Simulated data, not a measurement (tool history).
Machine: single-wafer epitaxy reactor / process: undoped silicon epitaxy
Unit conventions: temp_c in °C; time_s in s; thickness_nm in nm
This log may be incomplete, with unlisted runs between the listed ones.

{"run": 1, "hour": 0.0, "temp_c": 640, "time_s": 246, "thickness_nm": 34.257}
{"run": 2, "hour": 4.7, "temp_c": 640, "time_s": 272, "thickness_nm": 38.232}
{"run": 3, "hour": 13.3, "temp_c": 640, "time_s": 305, "thickness_nm": 42.712}
{"run": 4, "hour": 16.7, "temp_c": 632, "time_s": 305, "thickness_nm": 34.877}
{"run": 5, "hour": 18.0, "temp_c": 632, "time_s": 284, "thickness_nm": 32.538}
{"run": 6, "hour": 23.1, "temp_c": 632, "time_s": 263, "thickness_nm": 30.146}
{"run": 7, "hour": 26.2, "temp_c": 630, "time_s": 263, "thickness_nm": 28.668}
{"run": 8, "hour": 33.2, "temp_c": 628, "time_s": 263, "thickness_nm": 27.244}

For run 9, what comes out?
{"run": 9, "hour": 40.4, "temp_c": 627, "time_s": 263, "thickness_nm": "?"}

thickness_nm: 26.45 nm

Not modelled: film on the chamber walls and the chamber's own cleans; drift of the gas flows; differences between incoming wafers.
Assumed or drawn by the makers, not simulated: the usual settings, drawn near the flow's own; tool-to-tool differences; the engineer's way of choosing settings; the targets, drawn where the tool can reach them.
